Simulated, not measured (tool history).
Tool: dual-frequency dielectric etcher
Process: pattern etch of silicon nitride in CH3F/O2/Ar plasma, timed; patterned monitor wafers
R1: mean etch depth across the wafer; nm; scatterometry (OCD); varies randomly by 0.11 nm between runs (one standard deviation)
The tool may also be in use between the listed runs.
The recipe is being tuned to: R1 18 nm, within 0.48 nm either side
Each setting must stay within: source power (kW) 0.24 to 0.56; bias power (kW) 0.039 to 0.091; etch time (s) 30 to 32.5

{"run": 1, "day": 0.0, "source power (kW)": 0.4, "bias power (kW)": 0.065, "etch time (s)": 32.5, "R1": 21.198}
{"run": 2, "day": 0.304, "source power (kW)": 0.43, "bias power (kW)": 0.065, "etch time (s)": 32.5, "R1": 21.549}
{"run": 3, "day": 0.638, "source power (kW)": 0.43, "bias power (kW)": 0.065, "etch time (s)": 32.5, "R1": 21.741}
{"run": 4, "day": 0.821, "source power (kW)": 0.43, "bias power (kW)": 0.07, "etch time (s)": 32.5, "R1": 22.219}
{"run": 5, "day": 1.088, "source power (kW)": 0.41, "bias power (kW)": 0.067, "etch time (s)": 32, "R1": 21.299}
{"run": 6, "day": 1.388, "source power (kW)": 0.41, "bias power (kW)": 0.067, "etch time (s)": 30, "R1": 19.99}
{"run": 7, "day": 1.446, "source power (kW)": 0.4, "bias power (kW)": 0.066, "etch time (s)": 30, "R1": 19.675}
{"run": 8, "day": 1.646, "source power (kW)": 0.39, "bias power (kW)": 0.065, "etch time (s)": 30, "R1": 19.528}
{"run": 9, "day": 1.938, "source power (kW)": 0.38, "bias power (kW)": 0.064, "etch time (s)": 30, "R1": 19.133}
{"run": 10, "day": 2.146, "source power (kW)": 0.37, "bias power (kW)": 0.064, "etch time (s)": 30, "R1": 19.181}
{"run": 11, "day": 2.3, "source power (kW)": 0.36, "bias power (kW)": 0.063, "etch time (s)": 30, "R1": 18.938}

Exercise: of the 4 proposed moves below, exactly one satisfies all targets within the stated allowed misses. Which move is it?
{"run": "A", "day": 2.454, "source power (kW)": 0.27, "bias power (kW)": 0.069, "etch time (s)": 32, "R1": "?"}
{"run": "B", "day": 2.454, "source power (kW)": 0.39, "bias power (kW)": 0.063, "etch time (s)": 32, "R1": "?"}
{"run": "C", "day": 2.454, "source power (kW)": 0.28, "bias power (kW)": 0.064, "etch time (s)": 30, "R1": "?"}
{"run": "D", "day": 2.454, "source power (kW)": 0.27, "bias power (kW)": 0.065, "etch time (s)": 32.5, "R1": "?"}

move=A R1=19.734
move=B R1=20.629
move=C R1=18.135
move=D R1=19.617
A: moves away from the targets compared with the last run
B: moves away from the targets compared with the last run
C: every result lands within tolerance
D: moves away from the targets compared with the last run
Move C is the one to make.
